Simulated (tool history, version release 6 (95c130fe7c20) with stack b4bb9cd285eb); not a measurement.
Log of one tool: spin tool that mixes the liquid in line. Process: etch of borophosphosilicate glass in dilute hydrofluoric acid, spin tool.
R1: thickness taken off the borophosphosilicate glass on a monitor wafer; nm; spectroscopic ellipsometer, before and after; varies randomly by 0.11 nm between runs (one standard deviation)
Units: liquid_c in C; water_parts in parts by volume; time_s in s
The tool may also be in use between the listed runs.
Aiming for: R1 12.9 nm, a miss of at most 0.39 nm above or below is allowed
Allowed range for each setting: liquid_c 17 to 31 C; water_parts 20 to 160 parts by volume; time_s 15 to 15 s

run 1 hour=0 | liquid_c=23 water_parts=90 time_s=15 | R1=5.683
run 2 hour=5.1 | liquid_c=24 water_parts=85 time_s=15 | R1=6.4021
run 3 hour=12.8 | liquid_c=24 water_parts=85 time_s=15 | R1=6.2999
run 4 hour=14 | liquid_c=25 water_parts=80 time_s=15 | R1=7.0882
run 5 hour=22 | liquid_c=25 water_parts=80 time_s=15 | R1=7.1224
run 6 hour=24.7 | liquid_c=26 water_parts=75 time_s=15 | R1=7.9132
run 7 hour=33.7 | liquid_c=27 water_parts=70 time_s=15 | R1=8.9705
run 8 hour=37.8 | liquid_c=27.5 water_parts=70 time_s=15 | R1=9.1189
run 9 hour=40.5 | liquid_c=28 water_parts=70 time_s=15 | R1=9.229
run 10 hour=41.1 | liquid_c=28 water_parts=70 time_s=15 | R1=9.1753
run 11 hour=46.2 | liquid_c=28.5 water_parts=65 time_s=15 | R1=10.043
run 12 hour=50.4 | liquid_c=29 water_parts=65 time_s=15 | R1=10.476
run 13 hour=51.6 | liquid_c=29.5 water_parts=65 time_s=15 | R1=10.628
run 14 hour=59.4 | liquid_c=30.5 water_parts=60 time_s=15 | R1=12.123
run 15 hour=61.6 | liquid_c=30.5 water_parts=60 time_s=15 | R1=12.04
run 16 hour=68.1 | liquid_c=31 water_parts=60 time_s=15 | R1=12.391
run 17 hour=71.3 | liquid_c=31 water_parts=55 time_s=15 | R1=13.826

Which of these 4 next moves meets every target?
run A hour=74.5 | liquid_c=30 water_parts=50 time_s=15 | R1=?
run B hour=74.5 | liquid_c=31 water_parts=50 time_s=15 | R1=?
run C hour=74.5 | liquid_c=27.5 water_parts=45 time_s=15 | R1=?
run D hour=74.5 | liquid_c=29.5 water_parts=55 time_s=15 | R1=?

move=A R1=14.323
move=B R1=14.894
move=C R1=14.518
move=D R1=12.671
A: moves away from the targets compared with the last run
B: moves away from the targets compared with the last run
C: moves away from the targets compared with the last run
D: hits every target within its allowed miss
Answer: D

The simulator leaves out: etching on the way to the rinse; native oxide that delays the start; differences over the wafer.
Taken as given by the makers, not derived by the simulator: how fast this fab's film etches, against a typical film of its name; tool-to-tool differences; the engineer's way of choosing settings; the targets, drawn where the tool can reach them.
